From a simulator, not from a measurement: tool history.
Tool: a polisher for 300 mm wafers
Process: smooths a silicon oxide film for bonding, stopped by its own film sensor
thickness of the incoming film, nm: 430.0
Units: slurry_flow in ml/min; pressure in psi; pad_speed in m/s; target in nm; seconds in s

run	hour	slurry_flow	pressure	pad_speed	slurry_solids	target	seconds
1	0	285	2.8	1.16	1	373	61.256
2	1.7	285	2.8	1.16	0.85	373	66.771
3	6.6	285	2.6	1.14	0.85	373	67.287
4	12.5	285	2.6	1.14	0.65	373	74.874
5	18.5	285	2.4	1.12	0.65	373	82.486
6	25.1	285	2.3	1.12	0.65	373	78.889
7	29.6	285	1.8	1.04	0.65	373	102.32

Forecast run 8:
8	30.2	285	1.9	1.04	0.65	373	?

seconds: 101.73 s
